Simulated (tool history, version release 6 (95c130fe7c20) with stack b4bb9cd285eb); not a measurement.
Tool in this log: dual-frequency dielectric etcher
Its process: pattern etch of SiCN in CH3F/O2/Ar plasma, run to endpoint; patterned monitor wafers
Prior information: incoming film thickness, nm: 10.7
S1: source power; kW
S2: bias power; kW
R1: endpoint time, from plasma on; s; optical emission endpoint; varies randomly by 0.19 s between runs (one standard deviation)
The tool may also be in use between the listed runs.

| run | hour | S1 | S2 | R1 |
|---|---|---|---|---|
| 1 | 0 | 0.5 | 0.06 | 28.593 |
| 2 | 8.7 | 0.54 | 0.064 | 26.566 |
| 3 | 11.7 | 0.46 | 0.064 | 28.266 |
| 4 | 18.9 | 0.5 | 0.067 | 27.083 |
| 5 | 25.8 | 0.5 | 0.062 | 27.876 |
| 6 | 32.4 | 0.5 | 0.067 | 27.233 |
| 7 | 41.3 | 0.54 | 0.069 | 26.089 |
| 8 | 43.7 | 0.57 | 0.071 | 24.818 |

What does the tool deliver on the next run?
| 9 | 46.4 | 0.59 | 0.072 | ? |

R1: 24.795 s
